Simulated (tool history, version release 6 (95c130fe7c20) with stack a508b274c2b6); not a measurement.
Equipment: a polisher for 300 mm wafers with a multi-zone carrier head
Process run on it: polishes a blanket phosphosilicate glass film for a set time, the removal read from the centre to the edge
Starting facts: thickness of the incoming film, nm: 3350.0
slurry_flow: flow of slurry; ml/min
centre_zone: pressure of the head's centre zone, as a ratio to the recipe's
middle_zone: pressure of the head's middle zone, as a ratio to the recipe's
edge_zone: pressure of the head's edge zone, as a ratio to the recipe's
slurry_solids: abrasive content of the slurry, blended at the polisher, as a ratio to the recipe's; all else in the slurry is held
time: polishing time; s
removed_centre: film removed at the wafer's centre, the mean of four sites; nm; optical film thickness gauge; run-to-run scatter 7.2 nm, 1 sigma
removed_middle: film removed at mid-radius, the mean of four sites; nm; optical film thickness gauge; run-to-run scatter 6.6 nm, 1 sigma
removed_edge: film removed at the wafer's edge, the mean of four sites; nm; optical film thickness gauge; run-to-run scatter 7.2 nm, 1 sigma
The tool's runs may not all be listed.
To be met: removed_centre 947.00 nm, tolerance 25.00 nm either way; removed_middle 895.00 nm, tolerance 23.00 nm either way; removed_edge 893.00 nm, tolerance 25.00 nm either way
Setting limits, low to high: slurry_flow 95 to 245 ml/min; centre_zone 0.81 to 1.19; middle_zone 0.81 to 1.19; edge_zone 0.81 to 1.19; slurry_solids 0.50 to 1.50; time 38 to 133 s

run 1 day=0.000 | slurry_flow=155 centre_zone=1.00 middle_zone=1.00 edge_zone=1.00 slurry_solids=1.00 time=85 | removed_centre=726.66 removed_middle=766.49 removed_edge=729.09
run 2 day=0.354 | slurry_flow=155 centre_zone=1.00 middle_zone=0.95 edge_zone=1.00 slurry_solids=1.00 time=85 | removed_centre=734.36 removed_middle=749.84 removed_edge=712.71
run 3 day=0.642 | slurry_flow=155 centre_zone=1.00 middle_zone=0.95 edge_zone=1.00 slurry_solids=0.90 time=85 | removed_centre=701.12 removed_middle=699.42 removed_edge=687.80
run 4 day=0.921 | slurry_flow=170 centre_zone=1.05 middle_zone=0.98 edge_zone=1.06 slurry_solids=0.95 time=86 | removed_centre=763.51 removed_middle=746.51 removed_edge=733.59
run 5 day=1.246 | slurry_flow=190 centre_zone=1.05 middle_zone=0.98 edge_zone=1.06 slurry_solids=0.95 time=86 | removed_centre=783.67 removed_middle=756.03 removed_edge=745.94
run 6 day=1.333 | slurry_flow=190 centre_zone=1.05 middle_zone=0.98 edge_zone=1.14 slurry_solids=0.95 time=86 | removed_centre=773.98 removed_middle=762.05 removed_edge=780.12
run 7 day=1.662 | slurry_flow=200 centre_zone=1.08 middle_zone=1.00 edge_zone=1.15 slurry_solids=1.00 time=86 | removed_centre=820.05 removed_middle=794.71 removed_edge=803.42
run 8 day=1.842 | slurry_flow=210 centre_zone=1.10 middle_zone=1.01 edge_zone=1.16 slurry_solids=1.05 time=86 | removed_centre=874.12 removed_middle=825.66 removed_edge=833.85
run 9 day=1.967 | slurry_flow=215 centre_zone=1.11 middle_zone=1.02 edge_zone=1.17 slurry_solids=1.10 time=86 | removed_centre=907.21 removed_middle=858.67 removed_edge=851.27
run 10 day=2.096 | slurry_flow=220 centre_zone=1.11 middle_zone=1.02 edge_zone=1.18 slurry_solids=1.10 time=86 | removed_centre=924.39 removed_middle=864.01 removed_edge=865.04
run 11 day=2.221 | slurry_flow=225 centre_zone=1.11 middle_zone=1.02 edge_zone=1.18 slurry_solids=1.10 time=86 | removed_centre=913.46 removed_middle=851.65 removed_edge=869.10
run 12 day=2.362 | slurry_flow=230 centre_zone=1.11 middle_zone=1.03 edge_zone=1.18 slurry_solids=1.10 time=86 | removed_centre=917.95 removed_middle=857.75 removed_edge=869.18
run 13 day=2.654 | slurry_flow=230 centre_zone=1.11 middle_zone=1.04 edge_zone=1.18 slurry_solids=1.10 time=86 | removed_centre=915.44 removed_middle=871.04 removed_edge=867.82
run 14 day=3.029 | slurry_flow=235 centre_zone=1.11 middle_zone=1.04 edge_zone=1.18 slurry_solids=1.10 time=86 | removed_centre=931.44 removed_middle=879.35 removed_edge=876.02

Pick the move, out of 4, that brings all results within their allowed miss; only one does.
run A day=3.404 | slurry_flow=205 centre_zone=1.10 middle_zone=0.95 edge_zone=1.15 slurry_solids=0.95 time=97 | removed_centre=? removed_middle=? removed_edge=?
run B day=3.404 | slurry_flow=245 centre_zone=1.10 middle_zone=0.98 edge_zone=1.19 slurry_solids=1.05 time=89 | removed_centre=? removed_middle=? removed_edge=?
run C day=3.404 | slurry_flow=245 centre_zone=1.16 middle_zone=1.05 edge_zone=1.18 slurry_solids=0.95 time=90 | removed_centre=? removed_middle=? removed_edge=?
run D day=3.404 | slurry_flow=200 centre_zone=1.08 middle_zone=0.97 edge_zone=1.12 slurry_solids=1.05 time=95 | removed_centre=? removed_middle=? removed_edge=?

move=A removed_centre=930.11 removed_middle=845.34 removed_edge=875.63
move=B removed_centre=922.77 removed_middle=849.81 removed_edge=877.50
move=C removed_centre=930.92 removed_middle=841.81 removed_edge=834.72
move=D removed_centre=942.96 removed_middle=882.61 removed_edge=892.86
A: the biggest miss grows against the last run
B: the biggest miss grows against the last run
C: the biggest miss grows against the last run
D: meets every target
Go with D: it meets all targets.

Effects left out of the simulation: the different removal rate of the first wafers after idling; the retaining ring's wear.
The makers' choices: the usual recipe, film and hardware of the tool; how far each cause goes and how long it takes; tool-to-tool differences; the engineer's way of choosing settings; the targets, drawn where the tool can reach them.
